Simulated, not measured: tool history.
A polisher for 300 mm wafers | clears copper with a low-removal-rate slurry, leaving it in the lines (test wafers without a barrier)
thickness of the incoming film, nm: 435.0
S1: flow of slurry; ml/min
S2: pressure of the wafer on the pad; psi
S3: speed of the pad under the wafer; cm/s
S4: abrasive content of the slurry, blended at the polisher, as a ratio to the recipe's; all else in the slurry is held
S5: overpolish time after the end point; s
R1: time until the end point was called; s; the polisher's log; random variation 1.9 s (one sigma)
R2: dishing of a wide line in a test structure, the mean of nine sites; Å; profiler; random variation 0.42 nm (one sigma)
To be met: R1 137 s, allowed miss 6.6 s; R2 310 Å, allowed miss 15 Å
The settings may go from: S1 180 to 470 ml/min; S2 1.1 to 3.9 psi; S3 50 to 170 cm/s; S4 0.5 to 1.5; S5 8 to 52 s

Run 1, hour 0: S1 300 ml/min, S2 2.5 psi, S3 110 cm/s, S4 1, S5 26 s. Result: R1 165.29 s, R2 359.22 Å.
Run 2, hour 8.6: S1 300 ml/min, S2 2.6 psi, S3 110 cm/s, S4 1, S5 24 s. Result: R1 161.72 s, R2 343.01 Å.
Run 3, hour 13.9: S1 300 ml/min, S2 2.6 psi, S3 110 cm/s, S4 1, S5 32 s. Result: R1 159.98 s, R2 403.49 Å.
Run 4, hour 20.6: S1 300 ml/min, S2 2.7 psi, S3 110 cm/s, S4 1, S5 28 s. Result: R1 155.45 s, R2 384.91 Å.
Run 5, hour 23.1: S1 300 ml/min, S2 2.8 psi, S3 110 cm/s, S4 1, S5 25 s. Result: R1 149.35 s, R2 375.19 Å.
Run 6, hour 30.6: S1 260 ml/min, S2 2.8 psi, S3 110 cm/s, S4 1, S5 25 s. Result: R1 156.05 s, R2 369.84 Å.
Run 7, hour 35.6: S1 345 ml/min, S2 2.9 psi, S3 112 cm/s, S4 1, S5 13 s. Result: R1 139.87 s, R2 244.27 Å.
Run 8, hour 41.5: S1 325 ml/min, S2 2.9 psi, S3 112 cm/s, S4 1, S5 14 s. Result: R1 138.11 s, R2 259.6 Å.
Run 9, hour 48.1: S1 310 ml/min, S2 2.9 psi, S3 112 cm/s, S4 1, S5 15 s. Result: R1 140.63 s, R2 279 Å.
Run 10, hour 54.6: S1 300 ml/min, S2 2.9 psi, S3 112 cm/s, S4 1, S5 15 s. Result: R1 143.98 s, R2 267.51 Å.
Run 11, hour 59.2: S1 295 ml/min, S2 2.9 psi, S3 112 cm/s, S4 1, S5 16 s. Result: R1 141.53 s, R2 289.24 Å.
Run 12, hour 63.5: S1 290 ml/min, S2 2.9 psi, S3 112 cm/s, S4 1, S5 16 s. Result: R1 142.9 s, R2 282.88 Å.
Run 13, hour 68.8: S1 285 ml/min, S2 2.9 psi, S3 112 cm/s, S4 1, S5 16 s. Result: R1 143.94 s, R2 292.34 Å.
Run 14, hour 69.9: S1 280 ml/min, S2 2.9 psi, S3 112 cm/s, S4 1, S5 16 s. Result: R1 144.26 s, R2 286.02 Å.
Run 15, hour 78: S1 275 ml/min, S2 2.9 psi, S3 112 cm/s, S4 1, S5 16 s. Result: R1 143.51 s, R2 274.34 Å.

Which of these 5 next moves meets every target?
Run A, hour 86.1: S1 300 ml/min, S2 3 psi, S3 120 cm/s, S4 1.05, S5 14 s. Result: R1 ?, R2 ?.
Run B, hour 86.1: S1 245 ml/min, S2 2.6 psi, S3 116 cm/s, S4 1.2, S5 15 s. Result: R1 ?, R2 ?.
Run C, hour 86.1: S1 245 ml/min, S2 3.1 psi, S3 92 cm/s, S4 1.15, S5 20 s. Result: R1 ?, R2 ?.
Run D, hour 86.1: S1 185 ml/min, S2 3.6 psi, S3 88 cm/s, S4 1.1, S5 16 s. Result: R1 ?, R2 ?.
Run E, hour 86.1: S1 285 ml/min, S2 3.5 psi, S3 94 cm/s, S4 1.15, S5 17 s. Result: R1 ?, R2 ?.

move      R1      R2
   A     125  280.24
   B  147.49  259.14
   C  157.01  307.97
   D  149.13  273.42
   E  134.24  308.42
A: nearer than the last run, and not there yet
B: further off than the last run
C: brings the result that was furthest off to its target, and leaves another outside
D: as far off as the last run
E: meets every target
Move E is the one to make.
